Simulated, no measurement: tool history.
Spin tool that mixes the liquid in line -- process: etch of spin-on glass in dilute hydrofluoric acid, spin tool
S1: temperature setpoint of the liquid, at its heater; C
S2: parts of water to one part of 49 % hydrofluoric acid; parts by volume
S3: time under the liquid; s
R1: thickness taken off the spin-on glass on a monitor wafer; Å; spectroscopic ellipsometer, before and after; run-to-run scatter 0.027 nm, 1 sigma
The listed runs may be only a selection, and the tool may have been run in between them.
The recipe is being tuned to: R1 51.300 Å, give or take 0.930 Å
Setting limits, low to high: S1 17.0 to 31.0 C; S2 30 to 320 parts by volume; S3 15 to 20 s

run  hour    S1   S2  S3      R1
  1   0.0  23.0  175  20  28.722
  2   7.1  26.0  175  20  32.212
  3   7.8  26.0  175  15  23.895
  4   8.8  27.0  140  15  32.431
  5  15.6  27.0  115  15  40.502
  6  24.1  28.0  105  15  47.306
  7  29.1  28.5  105  15  48.256
  8  30.4  29.0  105  15  48.830

Exercise: of the 4 proposed moves below, exactly one satisfies all targets within the stated allowed misses. Which move is it?
  A  31.7  29.5  115  15   ?
  B  31.7  27.5   95  15   ?
  C  31.7  28.5  110  15   ?
  D  31.7  30.5  115  15   ?

move      R1
   A  44.962
   B  51.844
   C  45.585
   D  46.657
A: the biggest miss grows against the last run
B: every result lands within tolerance
C: the biggest miss grows against the last run
D: the biggest miss grows against the last run
So the answer is move B, the one that meets all the targets.
